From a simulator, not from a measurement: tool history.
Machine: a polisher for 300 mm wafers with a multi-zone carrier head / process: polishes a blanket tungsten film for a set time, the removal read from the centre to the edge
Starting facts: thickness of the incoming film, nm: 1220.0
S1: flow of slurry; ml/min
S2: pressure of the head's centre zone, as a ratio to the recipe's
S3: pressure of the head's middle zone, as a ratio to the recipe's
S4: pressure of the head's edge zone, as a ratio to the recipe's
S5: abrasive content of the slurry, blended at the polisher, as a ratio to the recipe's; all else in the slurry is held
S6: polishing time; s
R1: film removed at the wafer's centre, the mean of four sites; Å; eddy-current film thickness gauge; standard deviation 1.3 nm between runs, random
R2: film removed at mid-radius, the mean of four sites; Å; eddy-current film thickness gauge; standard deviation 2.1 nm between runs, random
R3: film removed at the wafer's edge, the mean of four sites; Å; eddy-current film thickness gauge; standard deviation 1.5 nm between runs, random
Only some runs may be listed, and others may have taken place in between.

Run 1, hour 0.0: S1 240 ml/min, S2 1.00, S3 1.00, S4 1.00, S5 1.00, S6 34 s. Result: R1 1987.9 Å, R2 1980.0 Å, R3 2112.4 Å.
Run 2, hour 6.0: S1 230 ml/min, S2 1.02, S3 0.95, S4 0.98, S5 0.95, S6 34 s. Result: R1 1994.8 Å, R2 1881.1 Å, R3 2070.0 Å.
Run 3, hour 10.3: S1 225 ml/min, S2 1.05, S3 0.91, S4 0.98, S5 0.90, S6 34 s. Result: R1 2006.3 Å, R2 1786.4 Å, R3 2028.4 Å.
Run 4, hour 11.8: S1 220 ml/min, S2 1.07, S3 0.88, S4 0.98, S5 0.85, S6 34 s. Result: R1 2028.1 Å, R2 1685.2 Å, R3 1995.5 Å.
Run 5, hour 12.7: S1 215 ml/min, S2 1.08, S3 0.86, S4 0.97, S5 0.85, S6 34 s. Result: R1 2018.0 Å, R2 1652.0 Å, R3 1993.6 Å.
Run 6, hour 14.7: S1 240 ml/min, S2 1.08, S3 0.86, S4 0.97, S5 0.85, S6 34 s. Result: R1 2039.7 Å, R2 1712.7 Å, R3 1997.5 Å.
Run 7, hour 18.1: S1 225 ml/min, S2 1.09, S3 0.85, S4 0.96, S5 0.85, S6 34 s. Result: R1 2058.7 Å, R2 1601.5 Å, R3 1981.1 Å.
Run 8, hour 20.2: S1 225 ml/min, S2 1.09, S3 0.85, S4 0.96, S5 0.85, S6 34 s. Result: R1 2074.6 Å, R2 1635.7 Å, R3 1969.5 Å.
Run 9, hour 25.0: S1 215 ml/min, S2 1.09, S3 0.85, S4 0.95, S5 0.85, S6 34 s. Result: R1 2047.0 Å, R2 1594.2 Å, R3 1963.5 Å.
Run 10, hour 28.1: S1 210 ml/min, S2 1.09, S3 0.85, S4 0.94, S5 0.85, S6 34 s. Result: R1 2035.8 Å, R2 1605.0 Å, R3 1929.8 Å.

Forecast run 11:
Run 11, hour 35.0: S1 205 ml/min, S2 1.09, S3 0.84, S4 0.94, S5 0.85, S6 34 s. Result: R1 ?, R2 ?, R3 ?.

{"run 11": {"R1": 2042.7, "R2": 1670.7, "R3": 1957.9}}
